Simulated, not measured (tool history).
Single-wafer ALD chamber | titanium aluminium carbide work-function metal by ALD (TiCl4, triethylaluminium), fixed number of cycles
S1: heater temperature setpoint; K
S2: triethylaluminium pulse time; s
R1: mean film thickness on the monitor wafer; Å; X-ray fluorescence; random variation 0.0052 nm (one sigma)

run	hour	S1	S2	R1
1	0	588.15	13.12	21.34
2	2.7	588.15	9.42	19.905
3	7	588.15	6.79	15.364
4	12	590.15	7.05	16.306
5	20.3	590.15	4.72	3.5781
6	28.9	587.15	4.88	4.9384
7	36.5	590.15	5.08	6.6642
8	41.9	590.15	5.08	6.6352
9	50.1	602.15	9.28	20.922
10	53.1	601.15	9.28	20.85
11	60.4	599.15	9.28	20.649
12	62.4	597.15	9.28	20.568
13	63.7	595.15	9.28	20.416

Forecast run 14:
14	64.8	593.15	9.28	?

R1: 20.235 Å
